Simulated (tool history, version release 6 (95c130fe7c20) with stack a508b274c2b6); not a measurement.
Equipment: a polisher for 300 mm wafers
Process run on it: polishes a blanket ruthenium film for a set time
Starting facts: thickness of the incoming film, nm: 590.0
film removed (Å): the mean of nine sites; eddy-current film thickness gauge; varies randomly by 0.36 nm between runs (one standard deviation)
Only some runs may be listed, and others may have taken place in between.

run,day,flow of slurry (ml/min),pressure of the wafer on the pad (psi),speed of the pad under the wafer (cm/s),polishing time (s),film removed (Å)
1,0,215,2.8,116,48,1012.5
2,0.158,215,2.8,116,42,890.54
3,0.35,215,2.8,116,48,992.94
4,0.683,215,2.6,110,48,883.53
5,0.854,255,2.6,110,48,902.62
6,0.883,255,2.4,104,48,803.44
7,0.95,250,2.2,100,48,714.91
8,1.212,245,2.1,96,48,642.88
9,1.333,235,2,96,48,620.84
10,1.529,230,1.9,94,48,576.89
11,1.712,220,1.8,94,48,552.1
12,1.85,215,1.7,94,48,509.18
13,2.088,205,1.7,94,48,513.66
14,2.212,200,1.7,94,48,499.84
15,2.45,165,1.3,94,48,387.17
16,2.796,170,1.3,94,48,394
17,2.871,175,1.3,94,48,390.38
18,3.138,180,1.3,94,48,386.43
19,3.392,185,1.3,94,48,394.73

The next listed run, before its measurement:
20,3.762,190,1.3,94,48,?

{"run 20": {"film removed (Å)": 391.85}}

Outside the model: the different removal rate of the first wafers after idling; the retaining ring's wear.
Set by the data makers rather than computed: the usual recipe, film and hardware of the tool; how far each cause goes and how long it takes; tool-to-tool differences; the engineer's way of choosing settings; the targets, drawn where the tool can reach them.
